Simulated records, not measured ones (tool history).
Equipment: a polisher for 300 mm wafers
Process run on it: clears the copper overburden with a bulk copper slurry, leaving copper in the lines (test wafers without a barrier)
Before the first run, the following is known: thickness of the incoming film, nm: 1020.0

run,hour,flow of slurry (ml/min),pressure of the wafer on the pad (kPa),speed of the pad under the wafer (m/s),abrasive content of the slurry,overpolish time after the end point (s),time until the end point was called (s),dishing of a wide line in a test structure (nm)
1,0,245,22.8,1.3,1,12,71.355,76.252
2,1.8,245,21.4,1.28,1,13,75.136,75.559
3,10.7,245,20,1.26,1,14,82.199,74.308
4,15.3,245,20,1.1,1,14,92.803,70.816
5,20.4,245,20,1.1,1.15,14,88.337,71.622
6,21.2,245,20,1.1,1.15,9,91.32,55.239
7,28,245,19.3,1.08,1.15,10,95.364,55.893
8,31.5,245,18.6,1.06,1.15,11,97.885,58.975
9,39.4,245,11.7,0.98,1.15,17,146.17,59.745

The next listed run, before its measurement:
10,43.7,245,13.1,0.98,1.15,17,?,?

Run 10 came out at time until the end point was called (s) 143.12, dishing of a wide line in a test structure (nm) 60.22.
